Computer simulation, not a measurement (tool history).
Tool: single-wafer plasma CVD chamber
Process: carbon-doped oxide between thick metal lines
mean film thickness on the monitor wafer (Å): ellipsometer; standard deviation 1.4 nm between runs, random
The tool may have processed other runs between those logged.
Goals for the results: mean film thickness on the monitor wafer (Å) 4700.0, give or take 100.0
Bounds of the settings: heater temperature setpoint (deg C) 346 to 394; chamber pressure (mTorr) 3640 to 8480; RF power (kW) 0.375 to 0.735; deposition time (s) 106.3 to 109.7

run	hour	heater temperature setpoint (deg C)	chamber pressure (mTorr)	RF power (kW)	deposition time (s)	mean film thickness on the monitor wafer (Å)
1	0.0	370	6060	0.555	106.3	5528.6
2	3.9	370	6060	0.555	106.3	5517.2
3	6.3	372	5810	0.525	106.3	5354.6
4	15.1	364	5810	0.525	106.3	5462.6
5	23.8	367	5660	0.495	106.3	5272.7
6	30.2	367	5660	0.495	109.7	5455.7
7	32.3	369	5560	0.465	109.3	5248.1
8	38.5	371	5460	0.445	109.0	5102.3
9	41.2	373	5360	0.430	108.8	4983.0
10	49.6	375	5260	0.420	108.7	4882.4
11	52.2	376	5180	0.415	108.7	4829.0

Next run, 5 choices. One meets every target within its allowed miss, the rest don't. Which?
A	54.8	377	5200	0.425	108.7	?
B	54.8	367	4980	0.460	106.3	?
C	54.8	376	5180	0.440	109.7	?
D	54.8	361	6300	0.410	109.7	?
E	54.8	375	5470	0.405	106.3	?

move	mean film thickness on the monitor wafer (Å)
A	4867.2
B	4995.4
C	4989.9
D	5175.3
E	4726.5
A: moves away from the targets compared with the last run
B: moves away from the targets compared with the last run
C: moves away from the targets compared with the last run
D: moves away from the targets compared with the last run
E: each result inside its tolerance
Move E is the one to make.
